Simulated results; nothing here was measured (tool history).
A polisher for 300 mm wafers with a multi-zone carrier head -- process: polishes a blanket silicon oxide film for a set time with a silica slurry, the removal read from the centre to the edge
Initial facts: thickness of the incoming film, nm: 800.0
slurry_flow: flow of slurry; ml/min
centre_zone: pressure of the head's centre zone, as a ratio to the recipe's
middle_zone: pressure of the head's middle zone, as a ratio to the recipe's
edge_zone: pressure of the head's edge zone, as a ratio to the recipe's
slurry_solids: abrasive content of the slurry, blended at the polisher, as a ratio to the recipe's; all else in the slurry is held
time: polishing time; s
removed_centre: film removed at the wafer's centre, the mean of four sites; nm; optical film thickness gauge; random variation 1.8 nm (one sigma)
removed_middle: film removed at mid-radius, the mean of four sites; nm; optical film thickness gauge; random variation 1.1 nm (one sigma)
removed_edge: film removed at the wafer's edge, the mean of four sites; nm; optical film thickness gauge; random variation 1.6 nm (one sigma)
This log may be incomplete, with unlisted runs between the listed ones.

Run 1, hour 0: slurry_flow 175 ml/min, centre_zone 1, middle_zone 1, edge_zone 1, slurry_solids 1, time 59 s. Result: removed_centre 208.12 nm, removed_middle 210.95 nm, removed_edge 206.51 nm.
Run 2, hour 5.4: slurry_flow 170 ml/min, centre_zone 1, middle_zone 0.99, edge_zone 0.97, slurry_solids 0.9, time 57 s. Result: removed_centre 189.79 nm, removed_middle 190.1 nm, removed_edge 183.43 nm.
Run 3, hour 6.9: slurry_flow 165 ml/min, centre_zone 0.98, middle_zone 0.97, edge_zone 0.94, slurry_solids 0.8, time 57 s. Result: removed_centre 170.05 nm, removed_middle 173.28 nm, removed_edge 167.93 nm.
Run 4, hour 10: slurry_flow 160 ml/min, centre_zone 0.98, middle_zone 0.96, edge_zone 0.91, slurry_solids 0.75, time 57 s. Result: removed_centre 165.32 nm, removed_middle 164.44 nm, removed_edge 158.57 nm.
Run 5, hour 16.2: slurry_flow 160 ml/min, centre_zone 0.98, middle_zone 0.96, edge_zone 0.85, slurry_solids 0.75, time 57 s. Result: removed_centre 165.01 nm, removed_middle 167.74 nm, removed_edge 154.29 nm.
Run 6, hour 18: slurry_flow 160 ml/min, centre_zone 0.98, middle_zone 0.89, edge_zone 0.85, slurry_solids 0.75, time 57 s. Result: removed_centre 161.99 nm, removed_middle 154.87 nm, removed_edge 155.63 nm.
Run 7, hour 26.5: slurry_flow 155 ml/min, centre_zone 0.98, middle_zone 0.9, edge_zone 0.84, slurry_solids 0.7, time 57 s. Result: removed_centre 156.76 nm, removed_middle 149.27 nm, removed_edge 149.89 nm.
Run 8, hour 33: slurry_flow 150 ml/min, centre_zone 0.98, middle_zone 0.91, edge_zone 0.83, slurry_solids 0.65, time 57 s. Result: removed_centre 150.08 nm, removed_middle 142.57 nm, removed_edge 142.75 nm.
Run 9, hour 34.4: slurry_flow 145 ml/min, centre_zone 0.98, middle_zone 0.92, edge_zone 0.83, slurry_solids 0.65, time 57 s. Result: removed_centre 148.23 nm, removed_middle 143.4 nm, removed_edge 140.65 nm.
Run 10, hour 42.3: slurry_flow 140 ml/min, centre_zone 0.98, middle_zone 0.92, edge_zone 0.83, slurry_solids 0.65, time 57 s. Result: removed_centre 152.07 nm, removed_middle 143.77 nm, removed_edge 141.5 nm.
Run 11, hour 48.7: slurry_flow 140 ml/min, centre_zone 0.95, middle_zone 0.94, edge_zone 0.81, slurry_solids 0.5, time 57 s. Result: removed_centre 119.83 nm, removed_middle 121.69 nm, removed_edge 116.77 nm.
Run 12, hour 52.8: slurry_flow 155 ml/min, centre_zone 0.96, middle_zone 0.94, edge_zone 0.83, slurry_solids 0.5, time 57 s. Result: removed_centre 125.82 nm, removed_middle 122.95 nm, removed_edge 117.02 nm.
Run 13, hour 55.7: slurry_flow 145 ml/min, centre_zone 0.97, middle_zone 0.95, edge_zone 0.84, slurry_solids 0.5, time 57 s. Result: removed_centre 124.24 nm, removed_middle 121.72 nm, removed_edge 115.96 nm.

Run 14 has not been measured yet. What should we expect?
Run 14, hour 58.1: slurry_flow 155 ml/min, centre_zone 0.97, middle_zone 0.95, edge_zone 0.84, slurry_solids 0.5, time 57 s. Result: removed_centre ?, removed_middle ?, removed_edge ?.

Logged for run 14: removed_centre 122.43 nm, removed_middle 126.39 nm, removed_edge 121.74 nm.
